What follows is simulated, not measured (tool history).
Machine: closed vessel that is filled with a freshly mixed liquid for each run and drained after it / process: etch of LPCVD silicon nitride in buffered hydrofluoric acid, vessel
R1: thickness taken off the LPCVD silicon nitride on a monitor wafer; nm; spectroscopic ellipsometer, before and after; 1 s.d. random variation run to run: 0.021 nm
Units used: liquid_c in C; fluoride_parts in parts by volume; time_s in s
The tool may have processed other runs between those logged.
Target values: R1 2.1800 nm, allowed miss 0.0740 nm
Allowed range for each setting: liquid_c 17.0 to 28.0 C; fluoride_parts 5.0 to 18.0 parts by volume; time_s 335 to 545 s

run 1 hour=0.0 | liquid_c=20.0 fluoride_parts=11.0 time_s=545 | R1=5.3918
run 2 hour=1.4 | liquid_c=20.0 fluoride_parts=11.0 time_s=335 | R1=3.3243
run 3 hour=10.9 | liquid_c=19.0 fluoride_parts=12.0 time_s=335 | R1=2.8829
run 4 hour=12.6 | liquid_c=18.5 fluoride_parts=12.0 time_s=335 | R1=2.7998
run 5 hour=14.3 | liquid_c=18.5 fluoride_parts=12.0 time_s=335 | R1=2.7671
run 6 hour=20.3 | liquid_c=18.5 fluoride_parts=12.0 time_s=335 | R1=2.7962
run 7 hour=23.2 | liquid_c=18.0 fluoride_parts=12.5 time_s=335 | R1=2.5912
run 8 hour=30.5 | liquid_c=17.5 fluoride_parts=13.0 time_s=335 | R1=2.4109
run 9 hour=32.1 | liquid_c=17.0 fluoride_parts=13.5 time_s=335 | R1=2.2541

5 next moves are on the table. One of them brings every result within its allowed miss. Which?
run A hour=33.7 | liquid_c=17.0 fluoride_parts=15.5 time_s=335 | R1=?
run B hour=33.7 | liquid_c=17.0 fluoride_parts=17.0 time_s=450 | R1=?
run C hour=33.7 | liquid_c=17.0 fluoride_parts=15.0 time_s=335 | R1=?
run D hour=33.7 | liquid_c=19.0 fluoride_parts=17.5 time_s=335 | R1=?
run E hour=33.7 | liquid_c=17.0 fluoride_parts=14.0 time_s=335 | R1=?

move=A R1=1.9758
move=B R1=2.4230
move=C R1=2.0406
move=D R1=1.9640
move=E R1=2.1839
A: carries the result that was furthest off beyond its target, to the other side
B: further off than the last run
C: carries the result that was furthest off beyond its target, to the other side
D: carries the result that was furthest off beyond its target, to the other side
E: all results land within tolerance of their targets
Answer: E

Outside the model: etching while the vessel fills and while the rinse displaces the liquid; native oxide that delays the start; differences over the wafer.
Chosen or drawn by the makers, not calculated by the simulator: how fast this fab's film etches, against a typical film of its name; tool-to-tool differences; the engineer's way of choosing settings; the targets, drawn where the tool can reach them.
